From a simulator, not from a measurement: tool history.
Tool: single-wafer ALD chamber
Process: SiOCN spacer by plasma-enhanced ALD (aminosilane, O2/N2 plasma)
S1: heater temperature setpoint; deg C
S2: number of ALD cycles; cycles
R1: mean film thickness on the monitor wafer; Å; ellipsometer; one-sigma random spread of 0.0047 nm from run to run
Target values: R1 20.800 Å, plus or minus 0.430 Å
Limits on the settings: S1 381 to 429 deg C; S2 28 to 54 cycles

{"run": 1, "hour": 0.0, "S1": 405, "S2": 41, "R1": 23.982}
{"run": 2, "hour": 4.6, "S1": 401, "S2": 41, "R1": 24.331}
{"run": 3, "hour": 6.7, "S1": 401, "S2": 43, "R1": 25.438}
{"run": 4, "hour": 13.4, "S1": 407, "S2": 43, "R1": 24.994}
{"run": 5, "hour": 21.0, "S1": 401, "S2": 43, "R1": 25.399}
{"run": 6, "hour": 23.4, "S1": 404, "S2": 41, "R1": 24.1}
{"run": 7, "hour": 30.5, "S1": 407, "S2": 40, "R1": 23.237}
{"run": 8, "hour": 38.2, "S1": 410, "S2": 39, "R1": 22.367}
{"run": 9, "hour": 40.5, "S1": 413, "S2": 39, "R1": 22.2}
{"run": 10, "hour": 41.4, "S1": 415, "S2": 39, "R1": 21.952}
{"run": 11, "hour": 47.6, "S1": 417, "S2": 39, "R1": 21.876}

Which one of the following 4 next-run settings gets every result inside its allowed miss? There is exactly one.
{"run": "A", "hour": 53.8, "S1": 415, "S2": 39, "R1": "?"}
{"run": "B", "hour": 53.8, "S1": 418, "S2": 37, "R1": "?"}
{"run": "C", "hour": 53.8, "S1": 420, "S2": 39, "R1": "?"}
{"run": "D", "hour": 53.8, "S1": 428, "S2": 40, "R1": "?"}

move=A R1=21.990
move=B R1=20.637
move=C R1=21.595
move=D R1=21.500
A: further off than the last run
B: in spec on every target
C: moves toward the targets from the last run without getting all of them in spec
D: moves toward the targets from the last run without getting all of them in spec
Correct choice: B, which meets every target

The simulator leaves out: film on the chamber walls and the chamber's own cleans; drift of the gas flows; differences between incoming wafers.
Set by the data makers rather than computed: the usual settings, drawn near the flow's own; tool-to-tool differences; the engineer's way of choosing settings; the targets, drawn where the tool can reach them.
